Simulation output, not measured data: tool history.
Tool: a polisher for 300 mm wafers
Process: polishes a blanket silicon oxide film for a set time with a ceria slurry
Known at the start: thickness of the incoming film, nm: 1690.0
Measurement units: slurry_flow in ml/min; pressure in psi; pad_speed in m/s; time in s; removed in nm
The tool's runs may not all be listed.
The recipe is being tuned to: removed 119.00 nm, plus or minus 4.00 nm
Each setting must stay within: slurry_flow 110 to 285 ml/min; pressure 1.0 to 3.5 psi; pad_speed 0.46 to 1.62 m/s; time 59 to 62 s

run  hour  slurry_flow  pressure  pad_speed  time  removed
  1   0.0          180       2.2       1.04    59   184.41
  2   4.8          180       2.0       1.04    59   173.27
  3   6.4          200       2.0       1.04    59   178.84
  4   8.7          190       1.9       1.04    59   171.80
  5  14.3          190       1.7       1.04    59   159.16
  6  21.7          185       1.6       1.04    59   153.86
  7  24.6          180       1.5       1.04    59   149.31
  8  30.2          175       1.4       1.04    59   140.35
  9  32.6          170       1.3       1.04    59   137.56

4 next moves are on the table. One of them brings every result within its allowed miss. Which?
  A  35.0          155       1.8       0.86    59        ?
  B  35.0          140       1.0       1.06    59        ?
  C  35.0          165       1.6       1.06    59        ?
  D  35.0          155       1.0       0.94    59        ?

move  removed
   A   132.53
   B   120.02
   C   154.06
   D   109.05
A: an improvement on the last run, though not all results are within tolerance
B: all results land within tolerance of their targets
C: further off than the last run
D: moves the result that the last run missed by most past its target, out the other side
Answer: B
